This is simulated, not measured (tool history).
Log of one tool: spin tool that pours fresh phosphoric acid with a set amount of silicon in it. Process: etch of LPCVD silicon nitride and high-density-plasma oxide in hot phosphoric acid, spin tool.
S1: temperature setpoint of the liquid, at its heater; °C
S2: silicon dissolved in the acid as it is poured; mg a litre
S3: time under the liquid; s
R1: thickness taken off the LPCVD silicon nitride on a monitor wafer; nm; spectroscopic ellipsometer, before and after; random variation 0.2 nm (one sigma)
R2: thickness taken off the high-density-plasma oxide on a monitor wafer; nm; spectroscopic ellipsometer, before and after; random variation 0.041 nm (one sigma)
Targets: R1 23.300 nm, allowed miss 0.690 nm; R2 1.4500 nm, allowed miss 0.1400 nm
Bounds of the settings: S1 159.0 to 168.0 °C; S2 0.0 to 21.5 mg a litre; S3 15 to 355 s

run	day	S1	S2	S3	R1	R2
1	0.000	164.0	9.5	180	16.072	1.0669
2	0.283	164.5	11.0	190	17.024	1.0932
3	0.550	164.5	11.5	200	17.994	1.1611
4	0.658	164.5	12.0	210	19.139	1.2161
5	0.746	164.5	16.5	210	19.467	1.1545
6	0.975	163.0	16.5	210	18.168	1.0142
7	1.146	165.5	19.0	225	21.361	1.2071
8	1.233	166.0	18.5	225	21.475	1.2246
9	1.562	166.5	18.0	225	21.968	1.3284

Which of these 5 next moves meets every target?
A	1.892	165.5	21.5	235	?	?
B	1.892	168.0	8.0	225	?	?
C	1.892	167.0	4.5	195	?	?
D	1.892	167.5	18.0	230	?	?
E	1.892	164.5	20.0	225	?	?

move	R1	R2
A	22.307	1.1797
B	23.169	1.8965
C	19.439	1.6440
D	23.303	1.4726
E	20.668	1.0977
A: as far off as the last run
B: brings the result that was furthest off to its target, and leaves another outside
C: further off than the last run
D: meets every target
E: further off than the last run
Answer: D
